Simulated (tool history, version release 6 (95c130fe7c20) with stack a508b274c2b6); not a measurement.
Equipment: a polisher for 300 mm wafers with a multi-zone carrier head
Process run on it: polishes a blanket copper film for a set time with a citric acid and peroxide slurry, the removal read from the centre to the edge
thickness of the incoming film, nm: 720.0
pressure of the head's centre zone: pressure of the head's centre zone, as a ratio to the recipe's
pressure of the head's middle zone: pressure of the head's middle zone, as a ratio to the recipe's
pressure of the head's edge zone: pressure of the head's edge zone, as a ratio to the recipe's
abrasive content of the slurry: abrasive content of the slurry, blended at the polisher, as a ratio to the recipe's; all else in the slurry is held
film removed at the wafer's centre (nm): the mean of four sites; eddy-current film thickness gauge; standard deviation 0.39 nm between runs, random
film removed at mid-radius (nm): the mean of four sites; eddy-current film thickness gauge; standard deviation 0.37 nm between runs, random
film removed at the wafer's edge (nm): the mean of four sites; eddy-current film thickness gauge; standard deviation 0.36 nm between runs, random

run	hour	flow of slurry (ml/min)	pressure of the head's centre zone	pressure of the head's middle zone	pressure of the head's edge zone	abrasive content of the slurry	polishing time (s)	film removed at the wafer's centre (nm)	film removed at mid-radius (nm)	film removed at the wafer's edge (nm)
1	0	180	1	1	1	1	43	61.046	62.964	60.657
2	8.2	175	0.96	1.01	0.96	0.85	41	53.787	57.603	55.547
3	16.6	175	0.96	1.01	1.03	0.85	41	53.21	57.806	55.953
4	23.1	175	0.96	0.95	1.03	0.85	41	53.988	54.941	56.827
5	27.5	170	0.95	1	1.01	0.75	39	49.391	52.492	51.809
6	34.6	170	1.02	1	1.01	0.75	39	51.978	52.333	51.968

Forecast run 7:
7	35.2	165	0.99	1.04	0.99	0.7	37	?	?	?

{"run 7": {"film removed at the wafer's centre (nm)": 47.139, "film removed at mid-radius (nm)": 51.17, "film removed at the wafer's edge (nm)": 47.717}}
